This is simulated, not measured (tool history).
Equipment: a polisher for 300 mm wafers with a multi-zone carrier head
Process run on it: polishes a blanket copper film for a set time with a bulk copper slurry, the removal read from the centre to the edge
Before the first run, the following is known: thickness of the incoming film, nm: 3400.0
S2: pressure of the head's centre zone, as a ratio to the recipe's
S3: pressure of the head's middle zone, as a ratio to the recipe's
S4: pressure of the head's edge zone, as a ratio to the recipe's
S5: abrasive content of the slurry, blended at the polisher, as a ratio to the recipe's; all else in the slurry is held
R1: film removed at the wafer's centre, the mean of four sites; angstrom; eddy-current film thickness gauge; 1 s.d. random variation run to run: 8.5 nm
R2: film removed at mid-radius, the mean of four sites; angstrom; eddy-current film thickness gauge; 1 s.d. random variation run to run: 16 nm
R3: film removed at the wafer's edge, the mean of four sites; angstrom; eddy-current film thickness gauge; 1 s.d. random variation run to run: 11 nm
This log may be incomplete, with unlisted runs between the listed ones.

{"run": 1, "hour": 0.0, "flow of slurry (ml/min)": 315, "S2": 1, "S3": 1, "S4": 1, "S5": 1, "polishing time (s)": 83, "R1": 7823.1, "R2": 7636, "R3": 7578}
{"run": 2, "hour": 8.5, "flow of slurry (ml/min)": 315, "S2": 1, "S3": 1, "S4": 1, "S5": 1, "polishing time (s)": 69, "R1": 6432.3, "R2": 6438.9, "R3": 6318.5}
{"run": 3, "hour": 9.5, "flow of slurry (ml/min)": 315, "S2": 1, "S3": 1.08, "S4": 1, "S5": 1, "polishing time (s)": 69, "R1": 6487.6, "R2": 6661.6, "R3": 6285.6}
{"run": 4, "hour": 15.5, "flow of slurry (ml/min)": 330, "S2": 1, "S3": 1.11, "S4": 1.01, "S5": 1.15, "polishing time (s)": 80, "R1": 7637.8, "R2": 8095.6, "R3": 7545.4}
{"run": 5, "hour": 20.4, "flow of slurry (ml/min)": 330, "S2": 1.05, "S3": 1.11, "S4": 1.01, "S5": 1.15, "polishing time (s)": 80, "R1": 8069, "R2": 8250.8, "R3": 7464.5}
{"run": 6, "hour": 25.9, "flow of slurry (ml/min)": 340, "S2": 1.06, "S3": 1.13, "S4": 1.05, "S5": 1.25, "polishing time (s)": 87, "R1": 8990.6, "R2": 9273.5, "R3": 8468}
{"run": 7, "hour": 28.6, "flow of slurry (ml/min)": 345, "S2": 1.07, "S3": 1.15, "S4": 1.07, "S5": 1.35, "polishing time (s)": 92, "R1": 9857.4, "R2": 10318, "R3": 9218.9}

Run 8 has not been measured yet. What should we expect?
{"run": 8, "hour": 29.3, "flow of slurry (ml/min)": 350, "S2": 1.08, "S3": 1.16, "S4": 1.1, "S5": 1.4, "polishing time (s)": 95, "R1": "?", "R2": "?", "R3": "?"}

R1: 10244 angstrom
R2: 10749 angstrom
R3: 9794.6 angstrom

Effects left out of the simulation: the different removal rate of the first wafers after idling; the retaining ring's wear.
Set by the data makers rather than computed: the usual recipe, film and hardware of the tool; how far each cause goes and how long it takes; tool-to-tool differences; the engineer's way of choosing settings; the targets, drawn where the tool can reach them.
